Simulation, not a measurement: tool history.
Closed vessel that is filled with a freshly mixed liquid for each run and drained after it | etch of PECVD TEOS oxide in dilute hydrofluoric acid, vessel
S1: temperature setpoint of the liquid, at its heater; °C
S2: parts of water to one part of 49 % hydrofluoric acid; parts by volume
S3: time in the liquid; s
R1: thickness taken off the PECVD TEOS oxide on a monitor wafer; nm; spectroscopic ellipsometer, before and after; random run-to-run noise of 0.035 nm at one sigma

| run | hour | S1 | S2 | S3 | R1 |
|---|---|---|---|---|---|
| 1 | 0.0 | 23.0 | 155 | 45 | 5.8916 |
| 2 | 4.9 | 23.0 | 180 | 45 | 4.9388 |
| 3 | 12.9 | 23.0 | 180 | 45 | 4.9643 |
| 4 | 20.6 | 22.0 | 180 | 45 | 4.7050 |
| 5 | 21.8 | 22.0 | 155 | 45 | 5.6916 |
| 6 | 25.4 | 21.0 | 160 | 45 | 5.4005 |
| 7 | 29.4 | 20.0 | 165 | 45 | 4.8941 |
| 8 | 32.5 | 19.5 | 165 | 45 | 4.8204 |

Expected results for the next run?
| 9 | 33.5 | 19.0 | 165 | 45 | ? |

R1: 4.7137 nm
